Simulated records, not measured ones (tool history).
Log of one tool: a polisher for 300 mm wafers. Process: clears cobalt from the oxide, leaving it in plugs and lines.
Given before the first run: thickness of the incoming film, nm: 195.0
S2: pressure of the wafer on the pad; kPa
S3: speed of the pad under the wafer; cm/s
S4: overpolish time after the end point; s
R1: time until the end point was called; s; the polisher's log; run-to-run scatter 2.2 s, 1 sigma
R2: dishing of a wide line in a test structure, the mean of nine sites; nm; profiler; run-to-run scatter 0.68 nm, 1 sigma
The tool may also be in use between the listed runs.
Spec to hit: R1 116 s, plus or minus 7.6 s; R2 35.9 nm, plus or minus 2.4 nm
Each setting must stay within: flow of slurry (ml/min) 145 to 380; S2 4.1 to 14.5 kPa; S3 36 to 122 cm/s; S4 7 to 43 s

run 1 day=0 | flow_of_slurry_(ml/min)=245 S2=9 S3=78 S4=22 | R1=71.16 R2=35.827
run 2 day=0.183 | flow_of_slurry_(ml/min)=280 S2=9 S3=78 S4=22 | R1=75.292 R2=36.436
run 3 day=0.429 | flow_of_slurry_(ml/min)=335 S2=9 S3=78 S4=22 | R1=69.818 R2=35.61
run 4 day=0.479 | flow_of_slurry_(ml/min)=330 S2=7.6 S3=78 S4=25 | R1=85.416 R2=34.895
run 5 day=0.658 | flow_of_slurry_(ml/min)=330 S2=6.9 S3=78 S4=27 | R1=94.41 R2=34.656
run 6 day=0.879 | flow_of_slurry_(ml/min)=330 S2=5.5 S3=78 S4=27 | R1=115.02 R2=30.398
run 7 day=0.975 | flow_of_slurry_(ml/min)=330 S2=5.5 S3=78 S4=29 | R1=113.06 R2=31.872
run 8 day=1.062 | flow_of_slurry_(ml/min)=330 S2=5.5 S3=78 S4=31 | R1=112.12 R2=33.541

Which one of the following 5 next-run settings gets every result inside its allowed miss? There is exactly one.
run A day=1.15 | flow_of_slurry_(ml/min)=230 S2=6.2 S3=68 S4=35 | R1=? R2=?
run B day=1.15 | flow_of_slurry_(ml/min)=320 S2=6.2 S3=78 S4=25 | R1=? R2=?
run C day=1.15 | flow_of_slurry_(ml/min)=340 S2=6.2 S3=76 S4=19 | R1=? R2=?
run D day=1.15 | flow_of_slurry_(ml/min)=345 S2=6.2 S3=78 S4=26 | R1=? R2=?
run E day=1.15 | flow_of_slurry_(ml/min)=270 S2=6.2 S3=78 S4=43 | R1=? R2=?

move=A R1=116.18 R2=35.163
move=B R1=99.008 R2=31.628
move=C R1=101.09 R2=26.056
move=D R1=98.472 R2=32.495
move=E R1=100.33 R2=41.638
A: meets every target
B: the biggest miss grows against the last run
C: the biggest miss grows against the last run
D: the biggest miss grows against the last run
E: the result that was furthest off in the last run now lies on the other side of its target
Answer: A
